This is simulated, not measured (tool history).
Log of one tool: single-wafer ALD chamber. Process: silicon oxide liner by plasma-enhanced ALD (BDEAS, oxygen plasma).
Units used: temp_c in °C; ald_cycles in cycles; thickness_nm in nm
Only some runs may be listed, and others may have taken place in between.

run 1 hour=0.0 | temp_c=320 ald_cycles=25 | thickness_nm=2.2908
run 2 hour=2.9 | temp_c=331 ald_cycles=25 | thickness_nm=2.2387
run 3 hour=5.4 | temp_c=336 ald_cycles=25 | thickness_nm=2.2241
run 4 hour=14.3 | temp_c=337 ald_cycles=23 | thickness_nm=2.0406
run 5 hour=16.0 | temp_c=338 ald_cycles=22 | thickness_nm=1.9499
run 6 hour=20.3 | temp_c=344 ald_cycles=22 | thickness_nm=1.9306

Run 7, settings as shown, results not yet in. Your forecast:
run 7 hour=22.1 | temp_c=344 ald_cycles=21 | thickness_nm=?

{"run 7": {"thickness_nm": 1.8334}}

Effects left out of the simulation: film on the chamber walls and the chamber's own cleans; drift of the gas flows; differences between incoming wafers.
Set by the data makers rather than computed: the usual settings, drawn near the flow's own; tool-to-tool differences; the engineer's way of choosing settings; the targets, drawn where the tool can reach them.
